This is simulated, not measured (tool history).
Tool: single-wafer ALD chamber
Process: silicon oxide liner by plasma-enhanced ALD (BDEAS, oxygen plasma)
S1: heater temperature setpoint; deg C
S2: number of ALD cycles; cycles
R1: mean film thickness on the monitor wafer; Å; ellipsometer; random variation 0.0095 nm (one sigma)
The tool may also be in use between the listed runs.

run 1 day=0.000 | S1=320 S2=25 | R1=23.860
run 2 day=0.171 | S1=319 S2=26 | R1=24.911
run 3 day=0.329 | S1=319 S2=25 | R1=23.910
run 4 day=0.583 | S1=319 S2=22 | R1=21.080
run 5 day=0.808 | S1=312 S2=22 | R1=21.162
run 6 day=0.875 | S1=312 S2=24 | R1=23.293
run 7 day=0.921 | S1=311 S2=25 | R1=24.171
run 8 day=1.262 | S1=311 S2=25 | R1=24.080
run 9 day=1.546 | S1=311 S2=26 | R1=24.978

The next listed run, before its measurement:
run 10 day=1.658 | S1=311 S2=27 | R1=?

{"run 10": {"R1": 26.043}}
